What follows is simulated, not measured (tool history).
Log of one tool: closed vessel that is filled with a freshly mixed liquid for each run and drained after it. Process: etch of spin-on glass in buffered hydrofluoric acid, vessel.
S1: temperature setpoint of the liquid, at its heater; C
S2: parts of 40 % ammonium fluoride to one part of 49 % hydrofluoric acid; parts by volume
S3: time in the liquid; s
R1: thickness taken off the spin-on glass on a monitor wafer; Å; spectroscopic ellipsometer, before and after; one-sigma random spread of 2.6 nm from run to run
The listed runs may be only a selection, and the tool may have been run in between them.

run,hour,S1,S2,S3,R1
1,0,21,11,100,2042.4
2,7.8,23.5,11,100,2336.2
3,12.2,23.5,11,100,2321.7
4,13,25,10.5,100,2640.7
5,15,25,8.5,100,3142
6,22.8,25,7,100,3871
7,23.6,24.5,7,100,3777.7

For run 8, what comes out?
8,27,24,7,100,?

R1: 3661.3 Å

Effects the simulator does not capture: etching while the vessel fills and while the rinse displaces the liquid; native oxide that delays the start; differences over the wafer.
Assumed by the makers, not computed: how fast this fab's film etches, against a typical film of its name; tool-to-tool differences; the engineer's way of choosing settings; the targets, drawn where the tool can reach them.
